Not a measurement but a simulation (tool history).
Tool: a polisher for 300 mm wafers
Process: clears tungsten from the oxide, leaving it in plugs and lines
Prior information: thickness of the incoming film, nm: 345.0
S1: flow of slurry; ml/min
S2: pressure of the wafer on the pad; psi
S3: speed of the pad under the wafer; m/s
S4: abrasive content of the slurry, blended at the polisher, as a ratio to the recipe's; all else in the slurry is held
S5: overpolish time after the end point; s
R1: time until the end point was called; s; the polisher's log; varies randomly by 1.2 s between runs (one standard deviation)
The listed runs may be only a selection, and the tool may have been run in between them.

run,hour,S1,S2,S3,S4,S5,R1
1,0.0,225,2.3,1.20,1.00,5,98.613
2,2.4,225,2.3,1.20,1.00,5,98.933
3,4.0,225,2.3,1.20,1.10,5,95.331
4,5.6,225,2.3,1.20,1.10,5,94.678
5,13.4,225,2.2,1.20,1.10,5,97.271
6,19.2,225,2.2,1.20,1.25,5,95.501
7,21.8,225,2.1,1.20,1.25,5,101.570
8,29.4,225,2.0,1.20,1.25,5,105.980

Run 9, settings as shown, results not yet in. Your forecast:
9,35.0,225,1.9,1.20,1.25,5,?

{"run 9": {"R1": 108.87}}
